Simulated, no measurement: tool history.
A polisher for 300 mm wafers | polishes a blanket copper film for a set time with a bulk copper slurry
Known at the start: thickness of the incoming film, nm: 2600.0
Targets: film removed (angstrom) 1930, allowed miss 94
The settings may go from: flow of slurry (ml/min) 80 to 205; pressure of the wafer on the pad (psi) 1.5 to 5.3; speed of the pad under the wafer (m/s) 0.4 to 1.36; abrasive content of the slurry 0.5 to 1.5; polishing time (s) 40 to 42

run	hour	flow of slurry (ml/min)	pressure of the wafer on the pad (psi)	speed of the pad under the wafer (m/s)	abrasive content of the slurry	polishing time (s)	film removed (angstrom)
1	0	135	3.4	0.88	1	40	3761.4
2	6.4	135	3.1	0.86	1	40	3204.7
3	15.3	120	3.1	0.86	1	40	3237
4	20.4	120	3.1	0.86	1	42	3440.1
5	27.9	120	2.9	0.86	1	42	3238.7
6	35.5	120	2.9	0.76	1	42	2801.4
7	36	120	2.7	0.76	1	42	2621.8
8	41.1	115	1.7	0.74	1	42	1605.9
9	44.4	115	1.8	0.74	1	42	1733.8
10	49.6	115	1.9	0.74	1	42	1840.2

4 next moves are on the table. One of them brings every result within its allowed miss. Which?
A	54.8	135	1.7	0.72	1	42	?
B	54.8	110	2	0.72	1	40	?
C	54.8	120	1.8	0.72	1.05	42	?
D	54.8	100	1.5	0.98	1.35	42	?

move	film removed (angstrom)
A	1676.1
B	1773.7
C	1740
D	1984.2
A: further off than the last run
B: further off than the last run
C: further off than the last run
D: meets every target
Move D is the one to make.
